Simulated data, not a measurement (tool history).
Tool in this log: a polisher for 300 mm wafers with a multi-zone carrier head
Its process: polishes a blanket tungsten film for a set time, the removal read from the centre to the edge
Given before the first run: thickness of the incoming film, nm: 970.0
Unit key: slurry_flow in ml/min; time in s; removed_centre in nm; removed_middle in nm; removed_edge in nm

run	hour	slurry_flow	centre_zone	middle_zone	edge_zone	slurry_solids	time	removed_centre	removed_middle	removed_edge
1	0.0	180	1.00	1.00	1.00	1.00	65	229.80	248.96	244.59
2	1.9	180	1.00	1.00	1.00	1.20	65	243.96	262.06	254.84
3	8.9	195	1.05	1.01	1.03	1.30	67	274.10	279.81	274.50
4	15.4	195	0.97	1.01	1.03	1.30	67	253.96	277.46	267.73
# hour 17.4: centre zone pressure recalibrated
5	17.4	195	0.97	1.08	1.03	1.30	67	267.52	297.21	276.76
6	18.2	210	1.03	1.09	1.06	1.35	67	292.01	309.68	284.20
7	21.9	215	1.07	1.08	1.08	1.40	69	317.38	315.59	299.05

The next listed run, before its measurement:
8	22.7	220	1.09	1.09	1.10	1.45	70	?	?	?

For run 8 the tool returned removed_centre 332.21 nm, removed_middle 334.25 nm, removed_edge 311.41 nm.
